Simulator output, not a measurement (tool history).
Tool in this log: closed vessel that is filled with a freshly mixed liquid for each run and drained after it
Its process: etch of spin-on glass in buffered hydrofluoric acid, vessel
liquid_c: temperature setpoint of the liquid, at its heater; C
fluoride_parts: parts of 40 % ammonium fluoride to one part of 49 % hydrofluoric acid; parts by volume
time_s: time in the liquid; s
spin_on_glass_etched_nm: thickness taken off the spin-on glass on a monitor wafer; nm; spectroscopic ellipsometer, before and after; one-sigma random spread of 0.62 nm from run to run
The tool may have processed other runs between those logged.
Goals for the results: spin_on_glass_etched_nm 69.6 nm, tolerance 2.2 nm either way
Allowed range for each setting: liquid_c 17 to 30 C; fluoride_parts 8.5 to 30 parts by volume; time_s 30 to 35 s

{"run": 1, "day": 0.0, "liquid_c": 22, "fluoride_parts": 23, "time_s": 35, "spin_on_glass_etched_nm": 32.044}
{"run": 2, "day": 0.338, "liquid_c": 23.5, "fluoride_parts": 21, "time_s": 35, "spin_on_glass_etched_nm": 37.333}
{"run": 3, "day": 0.525, "liquid_c": 24.5, "fluoride_parts": 19.5, "time_s": 35, "spin_on_glass_etched_nm": 41.485}
{"run": 4, "day": 0.7, "liquid_c": 25.5, "fluoride_parts": 18.5, "time_s": 35, "spin_on_glass_etched_nm": 45.943}
{"run": 5, "day": 0.888, "liquid_c": 24, "fluoride_parts": 18.5, "time_s": 35, "spin_on_glass_etched_nm": 42.016}
{"run": 6, "day": 1.038, "liquid_c": 25, "fluoride_parts": 17.5, "time_s": 35, "spin_on_glass_etched_nm": 46.636}
{"run": 7, "day": 1.354, "liquid_c": 26, "fluoride_parts": 17, "time_s": 35, "spin_on_glass_etched_nm": 51.533}
{"run": 8, "day": 1.742, "liquid_c": 26.5, "fluoride_parts": 17, "time_s": 35, "spin_on_glass_etched_nm": 52.556}
{"run": 9, "day": 2.062, "liquid_c": 30, "fluoride_parts": 13, "time_s": 35, "spin_on_glass_etched_nm": 81.941}
{"run": 10, "day": 2.4, "liquid_c": 27.5, "fluoride_parts": 13, "time_s": 35, "spin_on_glass_etched_nm": 73.121}

Consider the 4 candidate settings below. Which is the only one whose results all fall within their allowed miss of target?
{"run": "A", "day": 2.738, "liquid_c": 27, "fluoride_parts": 12, "time_s": 35, "spin_on_glass_etched_nm": "?"}
{"run": "B", "day": 2.738, "liquid_c": 29, "fluoride_parts": 13.5, "time_s": 35, "spin_on_glass_etched_nm": "?"}
{"run": "C", "day": 2.738, "liquid_c": 26.5, "fluoride_parts": 12, "time_s": 35, "spin_on_glass_etched_nm": "?"}
{"run": "D", "day": 2.738, "liquid_c": 25, "fluoride_parts": 12, "time_s": 35, "spin_on_glass_etched_nm": "?"}

move=A spin_on_glass_etched_nm=77.073
move=B spin_on_glass_etched_nm=76.399
move=C spin_on_glass_etched_nm=75.035
move=D spin_on_glass_etched_nm=69.203
A: further off than the last run
B: further off than the last run
C: further off than the last run
D: every result lands within tolerance
Go with D: it meets all targets.
